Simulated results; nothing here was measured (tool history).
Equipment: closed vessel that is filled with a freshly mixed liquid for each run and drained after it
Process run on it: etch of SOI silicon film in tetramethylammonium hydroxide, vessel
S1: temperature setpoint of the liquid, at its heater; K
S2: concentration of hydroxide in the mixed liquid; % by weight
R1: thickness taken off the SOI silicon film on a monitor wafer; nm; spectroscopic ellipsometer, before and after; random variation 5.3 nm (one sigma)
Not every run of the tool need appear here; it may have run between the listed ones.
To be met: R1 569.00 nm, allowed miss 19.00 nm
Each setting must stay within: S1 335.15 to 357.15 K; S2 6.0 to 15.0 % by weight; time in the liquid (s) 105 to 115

run 1 day=0.000 | S1=348.15 S2=10.0 time_in_the_liquid_(s)=105 | R1=1008.20
run 2 day=0.346 | S1=347.15 S2=10.0 time_in_the_liquid_(s)=105 | R1=979.03
run 3 day=0.375 | S1=346.15 S2=10.0 time_in_the_liquid_(s)=105 | R1=892.39
run 4 day=0.612 | S1=346.15 S2=10.0 time_in_the_liquid_(s)=105 | R1=907.70
run 5 day=0.933 | S1=345.15 S2=10.0 time_in_the_liquid_(s)=105 | R1=869.03
run 6 day=1.108 | S1=345.15 S2=10.0 time_in_the_liquid_(s)=105 | R1=846.13
run 7 day=1.250 | S1=344.65 S2=10.0 time_in_the_liquid_(s)=105 | R1=833.58
run 8 day=1.542 | S1=343.65 S2=10.0 time_in_the_liquid_(s)=105 | R1=788.76
run 9 day=1.892 | S1=343.15 S2=10.0 time_in_the_liquid_(s)=105 | R1=753.48
run 10 day=2.254 | S1=342.65 S2=10.0 time_in_the_liquid_(s)=105 | R1=749.34
run 11 day=2.296 | S1=342.15 S2=10.0 time_in_the_liquid_(s)=105 | R1=717.17
run 12 day=2.612 | S1=341.65 S2=10.0 time_in_the_liquid_(s)=105 | R1=693.36
run 13 day=2.658 | S1=341.15 S2=10.0 time_in_the_liquid_(s)=105 | R1=679.26

Which single option among these 4 for the next run brings every result within its allowed miss of target? Just one does.
run A day=2.704 | S1=343.15 S2=8.5 time_in_the_liquid_(s)=105 | R1=?
run B day=2.704 | S1=337.65 S2=9.0 time_in_the_liquid_(s)=105 | R1=?
run C day=2.704 | S1=343.65 S2=9.0 time_in_the_liquid_(s)=105 | R1=?
run D day=2.704 | S1=344.65 S2=10.5 time_in_the_liquid_(s)=115 | R1=?

move=A R1=812.75
move=B R1=573.79
move=C R1=820.34
move=D R1=899.47
A: the biggest miss grows against the last run
B: each result inside its tolerance
C: the biggest miss grows against the last run
D: the biggest miss grows against the last run
Go with B: it meets all targets.
